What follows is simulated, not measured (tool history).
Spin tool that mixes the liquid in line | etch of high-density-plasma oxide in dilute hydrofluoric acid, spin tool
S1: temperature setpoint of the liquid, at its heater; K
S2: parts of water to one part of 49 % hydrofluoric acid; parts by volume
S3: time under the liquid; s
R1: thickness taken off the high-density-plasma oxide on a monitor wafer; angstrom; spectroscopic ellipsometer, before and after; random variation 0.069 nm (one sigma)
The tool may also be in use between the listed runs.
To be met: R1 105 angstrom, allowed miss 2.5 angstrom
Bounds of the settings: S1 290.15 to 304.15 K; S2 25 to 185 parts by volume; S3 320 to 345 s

run    day      S1   S2   S3      R1
  1      0  296.15  105  320  148.71
  2  0.117  296.15   70  320   229.2
  3  0.317  294.65   85  320  175.49
  4    0.4  294.65   85  345  188.51
  5  0.517  294.65   85  320  175.04
  6  0.812  297.65   85  320  198.22
  7  1.154  295.65   95  320  161.61
  8  1.471  294.15  100  320  143.38
  9  1.767  293.15  105  320  130.91
 10  1.962  292.15  110  320  117.69
 11  2.158  291.65  110  320  116.13

Which of these 4 next moves meets every target?
  A  2.354  291.65  135  340   ?
  B  2.354  291.15  120  330   ?
  C  2.354  291.15  135  345   ?
  D  2.354  291.15  125  320   ?

move      R1
   A  97.132
   B  105.52
   C  96.567
   D  97.726
A: takes the result that was furthest off past its target
B: meets every target
C: takes the result that was furthest off past its target
D: takes the result that was furthest off past its target
The right move is B.

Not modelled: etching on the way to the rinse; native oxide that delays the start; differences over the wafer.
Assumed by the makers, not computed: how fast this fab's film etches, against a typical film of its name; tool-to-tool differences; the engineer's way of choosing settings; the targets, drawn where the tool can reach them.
